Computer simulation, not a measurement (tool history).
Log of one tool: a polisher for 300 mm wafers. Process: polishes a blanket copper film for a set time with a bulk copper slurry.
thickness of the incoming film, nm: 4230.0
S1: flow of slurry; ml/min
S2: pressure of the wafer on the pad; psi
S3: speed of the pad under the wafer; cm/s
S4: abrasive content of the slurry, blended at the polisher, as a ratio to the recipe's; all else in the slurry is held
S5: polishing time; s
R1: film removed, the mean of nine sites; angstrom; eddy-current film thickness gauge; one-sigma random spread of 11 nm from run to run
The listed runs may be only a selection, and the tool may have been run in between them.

run,hour,S1,S2,S3,S4,S5,R1
1,0.0,180,2.6,116,1.0,114,10084.0
2,0.6,180,2.1,116,1.0,114,8094.5
3,2.6,185,2.3,116,1.0,114,8969.7
4,11.6,185,2.3,116,1.0,114,8905.4
5,18.4,185,2.3,116,0.9,114,8845.9
6,24.7,190,2.5,116,0.9,114,9530.5
7,26.7,195,2.6,116,0.9,114,10024.0
8,35.1,200,2.7,116,0.9,114,10379.0
9,41.8,200,2.8,116,0.9,114,10798.0
10,45.1,200,2.9,116,0.9,114,11015.0
11,49.1,200,3.0,116,0.9,114,11555.0
12,50.4,200,3.1,116,0.9,114,11922.0

Predict the results of run 13:
13,52.6,205,3.2,116,0.9,114,?

Run 13 measured R1 12310.0 angstrom.

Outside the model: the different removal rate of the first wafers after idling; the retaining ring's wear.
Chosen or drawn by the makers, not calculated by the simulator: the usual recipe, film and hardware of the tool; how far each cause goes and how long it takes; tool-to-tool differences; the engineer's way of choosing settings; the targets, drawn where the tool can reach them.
